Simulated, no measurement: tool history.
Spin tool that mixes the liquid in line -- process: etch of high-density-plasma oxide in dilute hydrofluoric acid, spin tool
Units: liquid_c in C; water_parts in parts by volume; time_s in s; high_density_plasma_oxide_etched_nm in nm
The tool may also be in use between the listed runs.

run  hour  liquid_c  water_parts  time_s  high_density_plasma_oxide_etched_nm
  1     0        23          220      90                               3.2009
  2   7.6        23          250      90                               2.7124
  3   8.8        22          250      90                               2.6325
  4  16.7      21.5          250      90                                2.569
  5  18.1      21.5          205      90                               3.2838
  6  23.6      20.5          215      90                               2.9465
  7  29.1      19.5          220      90                                2.793

What does the tool deliver on the next run?
  8  35.5        19          225      90                                    ?

Run 8 came out at high_density_plasma_oxide_etched_nm 2.6765 nm.
